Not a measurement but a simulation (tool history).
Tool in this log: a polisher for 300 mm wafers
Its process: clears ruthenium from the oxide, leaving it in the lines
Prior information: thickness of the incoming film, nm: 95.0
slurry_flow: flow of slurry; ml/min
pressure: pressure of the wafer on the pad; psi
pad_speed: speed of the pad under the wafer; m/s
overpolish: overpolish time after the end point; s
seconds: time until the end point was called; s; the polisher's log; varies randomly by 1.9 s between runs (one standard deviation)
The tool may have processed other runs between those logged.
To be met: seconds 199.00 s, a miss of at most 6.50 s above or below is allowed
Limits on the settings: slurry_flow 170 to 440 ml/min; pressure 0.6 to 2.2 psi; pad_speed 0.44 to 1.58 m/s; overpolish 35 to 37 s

run 1 hour=0.0 | slurry_flow=280 pressure=1.4 pad_speed=1.00 overpolish=35 | seconds=125.26
run 2 hour=1.4 | slurry_flow=280 pressure=1.7 pad_speed=1.00 overpolish=35 | seconds=106.86
run 3 hour=5.6 | slurry_flow=245 pressure=1.7 pad_speed=1.00 overpolish=35 | seconds=107.27
run 4 hour=8.1 | slurry_flow=245 pressure=1.6 pad_speed=1.00 overpolish=35 | seconds=114.26
run 5 hour=16.2 | slurry_flow=245 pressure=1.6 pad_speed=0.86 overpolish=35 | seconds=133.19
run 6 hour=24.9 | slurry_flow=245 pressure=1.5 pad_speed=0.86 overpolish=35 | seconds=139.46
run 7 hour=30.2 | slurry_flow=245 pressure=1.4 pad_speed=0.86 overpolish=35 | seconds=146.66
run 8 hour=36.0 | slurry_flow=245 pressure=1.3 pad_speed=0.86 overpolish=35 | seconds=157.00
run 9 hour=37.5 | slurry_flow=240 pressure=1.1 pad_speed=0.86 overpolish=35 | seconds=182.50
run 10 hour=46.2 | slurry_flow=235 pressure=1.1 pad_speed=0.86 overpolish=35 | seconds=183.81
run 11 hour=48.6 | slurry_flow=230 pressure=1.1 pad_speed=0.86 overpolish=35 | seconds=183.22
-- hour=51.4 head pressure recalibrated
run 12 hour=51.4 | slurry_flow=225 pressure=1.1 pad_speed=0.86 overpolish=35 | seconds=190.89

Which single option among these 5 for the next run brings every result within its allowed miss of target? Just one does.
run A hour=54.2 | slurry_flow=285 pressure=0.8 pad_speed=1.06 overpolish=35 | seconds=?
run B hour=54.2 | slurry_flow=215 pressure=1.3 pad_speed=0.66 overpolish=36 | seconds=?
run C hour=54.2 | slurry_flow=255 pressure=1.1 pad_speed=0.92 overpolish=35 | seconds=?
run D hour=54.2 | slurry_flow=210 pressure=1.0 pad_speed=1.06 overpolish=35 | seconds=?
run E hour=54.2 | slurry_flow=185 pressure=1.0 pad_speed=0.84 overpolish=37 | seconds=?

move=A seconds=196.01
move=B seconds=215.75
move=C seconds=176.36
move=D seconds=170.50
move=E seconds=217.93
A: in spec on every target
B: carries the result that was furthest off beyond its target, to the other side
C: the biggest miss grows against the last run
D: the biggest miss grows against the last run
E: carries the result that was furthest off beyond its target, to the other side
Answer: A
